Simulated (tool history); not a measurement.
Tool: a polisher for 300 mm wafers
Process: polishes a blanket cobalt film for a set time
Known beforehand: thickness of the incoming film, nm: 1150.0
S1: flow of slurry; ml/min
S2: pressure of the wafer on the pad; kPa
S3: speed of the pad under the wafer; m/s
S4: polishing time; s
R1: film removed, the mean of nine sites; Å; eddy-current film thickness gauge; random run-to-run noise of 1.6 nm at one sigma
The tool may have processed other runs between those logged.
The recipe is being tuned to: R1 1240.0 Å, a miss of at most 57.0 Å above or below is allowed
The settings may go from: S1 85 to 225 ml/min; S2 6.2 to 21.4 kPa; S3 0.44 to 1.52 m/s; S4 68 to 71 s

run  hour   S1    S2    S3  S4      R1
  1   0.0  145  13.8  0.98  68  2863.1
  2   4.1  145  16.5  0.98  68  3265.6
  3   6.9  145  16.5  0.84  68  2899.4
  4  12.0  170  16.5  0.84  68  2976.5
  5  19.2  170  16.5  0.84  71  3048.9
  6  20.1  170  13.1  0.72  70  2291.3
  7  25.4  170  11.0  0.62  70  1820.7
  8  30.8  170   9.7  0.58  70  1602.8
  9  32.1  170   8.3  0.56  70  1436.0
 10  33.4  165   7.6  0.56  70  1377.5
 11  36.9  165   6.9  0.56  70  1347.1

Below are 5 possible settings for the next run. Only one of them brings all results inside the allowed miss of their targets. Which is it?
  A  40.4  185  7.6  0.56  71   ?
  B  40.4  145  9.0  0.50  70   ?
  C  40.4  125  6.9  0.54  71   ?
  D  40.4  150  6.9  0.62  71   ?
  E  40.4  190  9.0  0.52  71   ?

move      R1
   A  1391.0
   B  1331.1
   C  1209.2
   D  1383.0
   E  1447.6
A: lands further from the targets than the last run did
B: an improvement on the last run, though not all results are within tolerance
C: in spec on every target
D: lands further from the targets than the last run did
E: lands further from the targets than the last run did
The right move is C.

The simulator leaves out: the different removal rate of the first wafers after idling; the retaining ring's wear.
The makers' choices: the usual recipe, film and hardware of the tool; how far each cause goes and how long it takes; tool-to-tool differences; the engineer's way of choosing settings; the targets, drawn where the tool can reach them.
